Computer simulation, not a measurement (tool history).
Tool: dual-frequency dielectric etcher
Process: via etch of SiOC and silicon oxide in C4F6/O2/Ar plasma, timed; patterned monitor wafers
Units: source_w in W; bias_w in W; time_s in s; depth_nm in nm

Run 1, hour 0: source_w 430 W, bias_w 192 W, time_s 71.5 s. Result: depth_nm 87.053 nm.
Run 2, hour 7.7: source_w 430 W, bias_w 192 W, time_s 74.5 s. Result: depth_nm 90.909 nm.
Run 3, hour 16.6: source_w 430 W, bias_w 192 W, time_s 71.5 s. Result: depth_nm 87.549 nm.
Run 4, hour 25.4: source_w 390 W, bias_w 190 W, time_s 71.5 s. Result: depth_nm 82.882 nm.
Run 5, hour 29.1: source_w 390 W, bias_w 190 W, time_s 74.5 s. Result: depth_nm 87.144 nm.
Run 6, hour 30.8: source_w 440 W, bias_w 190 W, time_s 74.5 s. Result: depth_nm 91.452 nm.
Run 7, hour 38.9: source_w 390 W, bias_w 188 W, time_s 74.5 s. Result: depth_nm 86.769 nm.
Run 8, hour 40.3: source_w 360 W, bias_w 187 W, time_s 74.5 s. Result: depth_nm 83.35 nm.
Run 9, hour 48.2: source_w 340 W, bias_w 186 W, time_s 74.5 s. Result: depth_nm 81.644 nm.
Run 10, hour 52.9: source_w 280 W, bias_w 183 W, time_s 74.5 s. Result: depth_nm 73.399 nm.

The next listed run, before its measurement:
Run 11, hour 59.2: source_w 290 W, bias_w 183 W, time_s 74.5 s. Result: depth_nm ?.

Run 11 gave depth_nm 74.692 nm.
